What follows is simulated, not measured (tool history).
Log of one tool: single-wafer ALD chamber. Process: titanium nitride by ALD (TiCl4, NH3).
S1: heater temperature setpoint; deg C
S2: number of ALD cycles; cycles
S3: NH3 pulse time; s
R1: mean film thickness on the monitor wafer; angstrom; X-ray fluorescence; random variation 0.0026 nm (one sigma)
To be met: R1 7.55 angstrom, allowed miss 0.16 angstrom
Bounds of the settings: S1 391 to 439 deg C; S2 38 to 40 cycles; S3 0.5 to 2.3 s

Run 1, hour 0: S1 415 deg C, S2 40 cycles, S3 1.4 s. Result: R1 8.8848 angstrom.
Run 2, hour 0.9: S1 415 deg C, S2 40 cycles, S3 1.12 s. Result: R1 8.7561 angstrom.
Run 3, hour 1.9: S1 415 deg C, S2 40 cycles, S3 1.35 s. Result: R1 8.8414 angstrom.
Run 4, hour 9.1: S1 415 deg C, S2 40 cycles, S3 1.01 s. Result: R1 8.6687 angstrom.
Run 5, hour 13.7: S1 426 deg C, S2 40 cycles, S3 1.01 s. Result: R1 8.7161 angstrom.
Run 6, hour 15.9: S1 426 deg C, S2 40 cycles, S3 0.85 s. Result: R1 8.6296 angstrom.
At hour 20.6: thermocouple changed; heater temperature recalibrated.
Run 7, hour 20.6: S1 415 deg C, S2 39 cycles, S3 0.74 s. Result: R1 8.0896 angstrom.
Run 8, hour 28.2: S1 412 deg C, S2 39 cycles, S3 0.66 s. Result: R1 7.7993 angstrom.
Run 9, hour 31.3: S1 411 deg C, S2 39 cycles, S3 0.66 s. Result: R1 7.7785 angstrom.
Run 10, hour 32.1: S1 410 deg C, S2 39 cycles, S3 0.66 s. Result: R1 7.7948 angstrom.

Which of these 5 next moves meets every target?
Run A, hour 32.9: S1 402 deg C, S2 40 cycles, S3 0.71 s. Result: R1 ?.
Run B, hour 32.9: S1 408 deg C, S2 38 cycles, S3 0.67 s. Result: R1 ?.
Run C, hour 32.9: S1 402 deg C, S2 38 cycles, S3 0.83 s. Result: R1 ?.
Run D, hour 32.9: S1 400 deg C, S2 38 cycles, S3 0.96 s. Result: R1 ?.
Run E, hour 32.9: S1 408 deg C, S2 40 cycles, S3 0.67 s. Result: R1 ?.

move      R1
   A  8.0451
   B  7.6077
   C  7.9325
   D  8.0942
   E  8.0081
A: further off than the last run
B: meets every target
C: further off than the last run
D: further off than the last run
E: further off than the last run
The right move is B.
